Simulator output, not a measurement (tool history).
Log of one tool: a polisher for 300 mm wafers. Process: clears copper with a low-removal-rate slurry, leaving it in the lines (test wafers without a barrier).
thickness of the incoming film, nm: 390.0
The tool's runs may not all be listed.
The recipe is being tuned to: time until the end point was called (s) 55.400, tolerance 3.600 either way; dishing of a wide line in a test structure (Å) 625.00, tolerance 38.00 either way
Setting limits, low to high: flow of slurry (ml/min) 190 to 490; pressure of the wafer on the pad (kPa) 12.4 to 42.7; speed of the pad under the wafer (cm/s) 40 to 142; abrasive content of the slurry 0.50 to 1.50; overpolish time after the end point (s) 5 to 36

| run | hour | flow of slurry (ml/min) | pressure of the wafer on the pad (kPa) | speed of the pad under the wafer (cm/s) | abrasive content of the slurry | overpolish time after the end point (s) | time until the end point was called (s) | dishing of a wide line in a test structure (Å) |
|---|---|---|---|---|---|---|---|---|
| 1 | 0.0 | 315 | 27.6 | 90 | 1.00 | 18 | 121.410 | 347.12 |
| 2 | 4.8 | 315 | 29.6 | 94 | 1.00 | 18 | 107.480 | 388.81 |
| 3 | 8.3 | 365 | 29.6 | 94 | 1.00 | 18 | 105.690 | 392.58 |
| 4 | 16.7 | 320 | 29.6 | 94 | 1.00 | 18 | 107.050 | 389.64 |
| 5 | 21.5 | 320 | 29.6 | 80 | 1.00 | 18 | 125.870 | 336.40 |
| 6 | 27.4 | 320 | 31.7 | 84 | 1.00 | 18 | 110.460 | 375.15 |
| 7 | 32.2 | 325 | 39.3 | 110 | 1.05 | 17 | 70.520 | 515.79 |
| 8 | 40.6 | 325 | 40.0 | 112 | 1.05 | 17 | 68.511 | 524.49 |
| 9 | 47.1 | 330 | 42.7 | 124 | 1.05 | 17 | 57.544 | 566.47 |

Next run, 5 choices. One meets every target within its allowed miss, the rest don't. Which?
| A | 53.6 | 375 | 42.7 | 112 | 1.05 | 21 | ? | ? |
| B | 53.6 | 380 | 40.7 | 134 | 1.05 | 19 | ? | ? |
| C | 53.6 | 240 | 38.6 | 128 | 1.05 | 22 | ? | ? |
| D | 53.6 | 325 | 42.7 | 112 | 1.00 | 17 | ? | ? |
| E | 53.6 | 330 | 39.3 | 114 | 1.10 | 28 | ? | ? |

| move | time until the end point was called (s) | dishing of a wide line in a test structure (Å) |
|---|---|---|
| A | 63.979 | 620.65 |
| B | 56.341 | 628.34 |
| C | 64.701 | 629.48 |
| D | 65.582 | 540.22 |
| E | 67.873 | 693.36 |
A: brings the result that was furthest off to its target, and leaves another outside
B: all results in spec
C: brings the result that was furthest off to its target, and leaves another outside
D: its largest miss is bigger than the last run's
E: moves the result that the last run missed by most past its target, out the other side
Move B is the one to make.
